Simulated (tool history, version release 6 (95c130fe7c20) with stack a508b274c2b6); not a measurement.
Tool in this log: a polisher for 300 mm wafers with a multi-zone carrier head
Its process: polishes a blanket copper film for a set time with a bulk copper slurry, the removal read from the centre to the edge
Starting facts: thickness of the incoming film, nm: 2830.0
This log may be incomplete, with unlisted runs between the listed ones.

| run | hour | flow of slurry (ml/min) | pressure of the head's centre zone | pressure of the head's middle zone | pressure of the head's edge zone | abrasive content of the slurry | polishing time (s) | film removed at the wafer's centre (Å) | film removed at mid-radius (Å) | film removed at the wafer's edge (Å) |
|---|---|---|---|---|---|---|---|---|---|---|
| 1 | 0.0 | 295 | 1.00 | 1.00 | 1.00 | 1.00 | 37 | 2079.7 | 2053.4 | 2074.2 |
| 2 | 3.7 | 295 | 1.00 | 1.00 | 1.05 | 1.00 | 37 | 2082.6 | 2026.3 | 2135.5 |
| 3 | 5.5 | 310 | 1.01 | 1.02 | 1.09 | 1.05 | 37 | 2133.0 | 2130.0 | 2205.6 |
| 4 | 8.4 | 310 | 1.01 | 1.02 | 1.15 | 1.05 | 37 | 2091.4 | 2124.4 | 2290.9 |
| 5 | 11.8 | 310 | 1.01 | 1.02 | 1.15 | 1.20 | 37 | 2206.2 | 2173.2 | 2376.6 |
| 6 | 15.8 | 310 | 1.01 | 1.02 | 1.19 | 1.20 | 37 | 2183.7 | 2166.2 | 2377.9 |
| 7 | 17.1 | 320 | 1.02 | 1.02 | 1.19 | 1.20 | 37 | 2215.7 | 2188.6 | 2425.0 |
| 8 | 20.9 | 330 | 1.03 | 1.02 | 1.19 | 1.20 | 37 | 2244.7 | 2183.3 | 2378.9 |

Run 9, settings as shown, results not yet in. Your forecast:
| 9 | 27.2 | 330 | 1.03 | 1.02 | 1.19 | 1.25 | 37 | ? | ? | ? |

film removed at the wafer's centre (Å): 2300.5
film removed at mid-radius (Å): 2224.4
film removed at the wafer's edge (Å): 2449.6
